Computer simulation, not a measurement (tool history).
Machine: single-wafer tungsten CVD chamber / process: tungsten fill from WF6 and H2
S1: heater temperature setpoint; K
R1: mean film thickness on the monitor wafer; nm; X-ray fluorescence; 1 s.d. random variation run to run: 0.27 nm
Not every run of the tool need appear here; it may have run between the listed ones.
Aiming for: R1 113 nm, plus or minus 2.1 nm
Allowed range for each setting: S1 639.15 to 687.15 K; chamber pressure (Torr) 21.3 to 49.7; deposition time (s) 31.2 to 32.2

Run 1, day 0: S1 663.15 K, chamber pressure (Torr) 35.5, deposition time (s) 31.2. Result: R1 76.818 nm.
Run 2, day 0.279: S1 663.15 K, chamber pressure (Torr) 38.7, deposition time (s) 31.2. Result: R1 80.463 nm.
Run 3, day 0.571: S1 663.15 K, chamber pressure (Torr) 38.7, deposition time (s) 31.2. Result: R1 80.055 nm.
Run 4, day 0.808: S1 666.15 K, chamber pressure (Torr) 38.8, deposition time (s) 31.2. Result: R1 84.727 nm.
Run 5, day 0.942: S1 666.15 K, chamber pressure (Torr) 33.6, deposition time (s) 31.2. Result: R1 79.618 nm.
Run 6, day 1.112: S1 669.15 K, chamber pressure (Torr) 33.7, deposition time (s) 31.2. Result: R1 83.924 nm.
Run 7, day 1.188: S1 672.15 K, chamber pressure (Torr) 33.8, deposition time (s) 31.2. Result: R1 88.849 nm.
Run 8, day 1.558: S1 684.15 K, chamber pressure (Torr) 34.2, deposition time (s) 31.2. Result: R1 109.26 nm.

Pick the move, out of 4, that brings all results within their allowed miss; only one does.
Run A, day 1.929: S1 680.15 K, chamber pressure (Torr) 37.2, deposition time (s) 31.7. Result: R1 ?.
Run B, day 1.929: S1 681.15 K, chamber pressure (Torr) 38.7, deposition time (s) 32.2. Result: R1 ?.
Run C, day 1.929: S1 685.15 K, chamber pressure (Torr) 36.3, deposition time (s) 32.2. Result: R1 ?.
Run D, day 1.929: S1 685.15 K, chamber pressure (Torr) 32.5, deposition time (s) 31.2. Result: R1 ?.

move      R1
   A  107.68
   B  113.29
   C  117.48
   D  108.14
A: moves away from the targets compared with the last run
B: all results land within tolerance of their targets
C: the result that was furthest off in the last run now lies on the other side of its target
D: moves away from the targets compared with the last run
The move that meets every target is B.
